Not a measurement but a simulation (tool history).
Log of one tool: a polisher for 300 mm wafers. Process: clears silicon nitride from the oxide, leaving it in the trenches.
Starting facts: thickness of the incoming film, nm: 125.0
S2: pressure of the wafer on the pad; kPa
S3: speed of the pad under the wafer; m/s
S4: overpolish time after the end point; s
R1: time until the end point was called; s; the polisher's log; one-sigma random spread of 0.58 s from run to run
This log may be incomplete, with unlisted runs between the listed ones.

{"run": 1, "hour": 0.0, "flow of slurry (ml/min)": 260, "S2": 15.2, "S3": 1.22, "S4": 6, "R1": 139.54}
{"run": 2, "hour": 6.5, "flow of slurry (ml/min)": 260, "S2": 15.2, "S3": 1.22, "S4": 6, "R1": 141.62}
{"run": 3, "hour": 8.7, "flow of slurry (ml/min)": 260, "S2": 15.2, "S3": 1.1, "S4": 6, "R1": 155.91}
{"run": 4, "hour": 17.3, "flow of slurry (ml/min)": 260, "S2": 17.2, "S3": 1.1, "S4": 6, "R1": 139.04}
{"run": 5, "hour": 25.7, "flow of slurry (ml/min)": 260, "S2": 18.6, "S3": 1.18, "S4": 6, "R1": 120.39}
{"run": 6, "hour": 31.5, "flow of slurry (ml/min)": 260, "S2": 19.3, "S3": 1.24, "S4": 6, "R1": 110.28}
{"run": 7, "hour": 32.4, "flow of slurry (ml/min)": 275, "S2": 23.4, "S3": 1.58, "S4": 6, "R1": 71.378}
{"run": 8, "hour": 34.7, "flow of slurry (ml/min)": 275, "S2": 23.4, "S3": 1.6, "S4": 6, "R1": 71.529}
{"run": 9, "hour": 41.0, "flow of slurry (ml/min)": 275, "S2": 23.4, "S3": 1.62, "S4": 6, "R1": 71.351}
{"run": 10, "hour": 47.4, "flow of slurry (ml/min)": 275, "S2": 23.4, "S3": 1.62, "S4": 6, "R1": 69.458}
{"run": 11, "hour": 49.5, "flow of slurry (ml/min)": 275, "S2": 23.4, "S3": 1.64, "S4": 6, "R1": 68.427}

For run 12, what comes out?
{"run": 12, "hour": 53.3, "flow of slurry (ml/min)": 275, "S2": 23.4, "S3": 1.66, "S4": 6, "R1": "?"}

{"run 12": {"R1": 69.305}}
